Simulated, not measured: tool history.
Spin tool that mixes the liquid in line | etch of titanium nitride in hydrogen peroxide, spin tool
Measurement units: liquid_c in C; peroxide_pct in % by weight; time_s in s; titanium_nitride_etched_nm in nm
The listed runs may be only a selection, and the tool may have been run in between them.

run	hour	liquid_c	peroxide_pct	time_s	titanium_nitride_etched_nm
1	0.0	51.0	24	70	2.0701
2	6.8	53.0	24	70	2.3662
3	12.5	49.0	24	70	1.7772
4	14.5	51.5	24	70	2.1590
5	17.6	51.5	24	70	2.1627
6	22.6	53.5	24	70	2.4645
7	26.0	55.0	24	70	2.7414
8	30.5	56.0	24	70	2.9422

Run 9 is up next; what results do you expect?
9	39.0	57.0	24	70	?

Run 9 gave titanium_nitride_etched_nm 3.1434 nm.

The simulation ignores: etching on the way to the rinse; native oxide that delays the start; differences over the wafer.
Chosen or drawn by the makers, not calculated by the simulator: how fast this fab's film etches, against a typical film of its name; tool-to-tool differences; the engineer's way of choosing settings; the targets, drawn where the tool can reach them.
